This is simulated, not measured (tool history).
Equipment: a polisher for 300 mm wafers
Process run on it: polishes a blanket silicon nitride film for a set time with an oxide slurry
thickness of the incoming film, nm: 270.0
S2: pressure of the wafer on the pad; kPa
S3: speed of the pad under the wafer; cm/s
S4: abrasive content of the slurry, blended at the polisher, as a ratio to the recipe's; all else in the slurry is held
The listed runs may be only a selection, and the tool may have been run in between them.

run 1 hour=0 | flow_of_slurry_(ml/min)=265 S2=22.1 S3=122 S4=1 polishing_time_(s)=18 | film_removed_(Å)=122.24
run 2 hour=8.5 | flow_of_slurry_(ml/min)=265 S2=22.1 S3=138 S4=1 polishing_time_(s)=18 | film_removed_(Å)=137.47
run 3 hour=12.4 | flow_of_slurry_(ml/min)=265 S2=18.6 S3=138 S4=1 polishing_time_(s)=18 | film_removed_(Å)=112.68
run 4 hour=18.2 | flow_of_slurry_(ml/min)=265 S2=18.6 S3=110 S4=1 polishing_time_(s)=18 | film_removed_(Å)=93.88
run 5 hour=27.1 | flow_of_slurry_(ml/min)=265 S2=22.8 S3=112 S4=1 polishing_time_(s)=18 | film_removed_(Å)=117.37
run 6 hour=31.1 | flow_of_slurry_(ml/min)=265 S2=22.8 S3=112 S4=0.9 polishing_time_(s)=18 | film_removed_(Å)=109.69
run 7 hour=32.9 | flow_of_slurry_(ml/min)=265 S2=25.5 S3=112 S4=0.9 polishing_time_(s)=18 | film_removed_(Å)=125.84
run 8 hour=40.6 | flow_of_slurry_(ml/min)=265 S2=31.7 S3=116 S4=0.9 polishing_time_(s)=18 | film_removed_(Å)=159.41
run 9 hour=42.5 | flow_of_slurry_(ml/min)=265 S2=32.4 S3=118 S4=0.9 polishing_time_(s)=18 | film_removed_(Å)=165.1

Run 10 is up next; what results do you expect?
run 10 hour=49.3 | flow_of_slurry_(ml/min)=265 S2=33.1 S3=120 S4=0.9 polishing_time_(s)=18 | film_removed_(Å)=?

For run 10 the tool returned film removed (Å) 168.13.
